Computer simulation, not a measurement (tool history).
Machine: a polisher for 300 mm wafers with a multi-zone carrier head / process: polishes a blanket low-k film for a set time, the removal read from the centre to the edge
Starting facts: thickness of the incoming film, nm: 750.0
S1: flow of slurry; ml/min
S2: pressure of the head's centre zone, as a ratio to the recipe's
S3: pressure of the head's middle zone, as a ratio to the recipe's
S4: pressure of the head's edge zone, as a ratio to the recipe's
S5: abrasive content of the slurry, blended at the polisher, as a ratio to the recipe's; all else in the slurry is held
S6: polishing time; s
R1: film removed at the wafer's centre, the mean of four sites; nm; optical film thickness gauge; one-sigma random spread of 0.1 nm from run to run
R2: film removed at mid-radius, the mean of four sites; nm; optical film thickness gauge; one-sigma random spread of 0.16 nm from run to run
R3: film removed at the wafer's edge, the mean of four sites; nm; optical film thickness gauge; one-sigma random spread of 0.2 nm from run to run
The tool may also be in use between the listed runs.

{"run": 1, "hour": 0.0, "S1": 150, "S2": 1.0, "S3": 1.0, "S4": 1.0, "S5": 1.0, "S6": 81, "R1": 32.673, "R2": 32.125, "R3": 32.535}
{"run": 2, "hour": 6.1, "S1": 150, "S2": 1.0, "S3": 0.96, "S4": 1.0, "S5": 1.0, "S6": 81, "R1": 32.487, "R2": 30.524, "R3": 32.217}
{"run": 3, "hour": 14.7, "S1": 150, "S2": 0.96, "S3": 0.96, "S4": 1.0, "S5": 1.0, "S6": 81, "R1": 31.126, "R2": 30.834, "R3": 31.758}
{"run": 4, "hour": 21.5, "S1": 135, "S2": 0.91, "S3": 0.97, "S4": 1.02, "S5": 0.85, "S6": 77, "R1": 24.755, "R2": 26.147, "R3": 27.08}
{"run": 5, "hour": 24.0, "S1": 125, "S2": 0.88, "S3": 0.99, "S4": 1.02, "S5": 0.75, "S6": 77, "R1": 21.38, "R2": 23.938, "R3": 24.79}
{"run": 6, "hour": 25.3, "S1": 115, "S2": 0.86, "S3": 1.0, "S4": 0.99, "S5": 0.7, "S6": 77, "R1": 19.36, "R2": 22.013, "R3": 22.505}

Run 7, settings as shown, results not yet in. Your forecast:
{"hour": 27.3, "done": "worn pad replaced by a new one"}
{"run": 7, "hour": 27.3, "S1": 110, "S2": 0.84, "S3": 1.01, "S4": 0.99, "S5": 0.7, "S6": 77, "R1": "?", "R2": "?", "R3": "?"}

R1: 20.606 nm
R2: 24.660 nm
R3: 24.641 nm
